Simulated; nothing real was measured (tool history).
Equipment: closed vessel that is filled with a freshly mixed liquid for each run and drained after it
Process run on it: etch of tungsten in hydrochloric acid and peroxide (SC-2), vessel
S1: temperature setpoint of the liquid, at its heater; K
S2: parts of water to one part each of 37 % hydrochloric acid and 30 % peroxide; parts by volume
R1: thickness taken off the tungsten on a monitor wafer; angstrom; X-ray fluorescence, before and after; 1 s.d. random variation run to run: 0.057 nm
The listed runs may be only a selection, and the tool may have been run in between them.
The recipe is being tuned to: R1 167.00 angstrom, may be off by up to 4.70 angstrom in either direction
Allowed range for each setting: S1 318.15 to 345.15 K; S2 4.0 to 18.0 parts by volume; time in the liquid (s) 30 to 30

run 1 day=0.000 | S1=334.15 S2=10.0 time_in_the_liquid_(s)=30 | R1=237.15
run 2 day=0.367 | S1=334.15 S2=10.0 time_in_the_liquid_(s)=30 | R1=237.17
run 3 day=0.429 | S1=333.15 S2=10.0 time_in_the_liquid_(s)=30 | R1=226.20
run 4 day=0.667 | S1=333.15 S2=10.0 time_in_the_liquid_(s)=30 | R1=223.65
-- day=0.867 new drum of peroxide connected
run 5 day=0.867 | S1=333.15 S2=11.5 time_in_the_liquid_(s)=30 | R1=206.03
run 6 day=0.933 | S1=333.15 S2=11.5 time_in_the_liquid_(s)=30 | R1=207.36
run 7 day=1.079 | S1=332.65 S2=11.5 time_in_the_liquid_(s)=30 | R1=199.77
run 8 day=1.317 | S1=332.15 S2=11.5 time_in_the_liquid_(s)=30 | R1=194.75
run 9 day=1.525 | S1=331.65 S2=11.5 time_in_the_liquid_(s)=30 | R1=187.80
run 10 day=1.621 | S1=331.65 S2=11.5 time_in_the_liquid_(s)=30 | R1=189.16
run 11 day=1.950 | S1=331.15 S2=11.5 time_in_the_liquid_(s)=30 | R1=181.23

Which one of the following 4 next-run settings gets every result inside its allowed miss? There is exactly one.
run A day=2.279 | S1=334.15 S2=12.5 time_in_the_liquid_(s)=30 | R1=?
run B day=2.279 | S1=331.15 S2=10.5 time_in_the_liquid_(s)=30 | R1=?
run C day=2.279 | S1=326.65 S2=10.0 time_in_the_liquid_(s)=30 | R1=?
run D day=2.279 | S1=326.65 S2=9.0 time_in_the_liquid_(s)=30 | R1=?

move=A R1=205.71
move=B R1=197.57
move=C R1=154.05
move=D R1=168.05
A: the biggest miss grows against the last run
B: the biggest miss grows against the last run
C: moves the result that the last run missed by most past its target, out the other side
D: meets every target
The move that meets every target is D.

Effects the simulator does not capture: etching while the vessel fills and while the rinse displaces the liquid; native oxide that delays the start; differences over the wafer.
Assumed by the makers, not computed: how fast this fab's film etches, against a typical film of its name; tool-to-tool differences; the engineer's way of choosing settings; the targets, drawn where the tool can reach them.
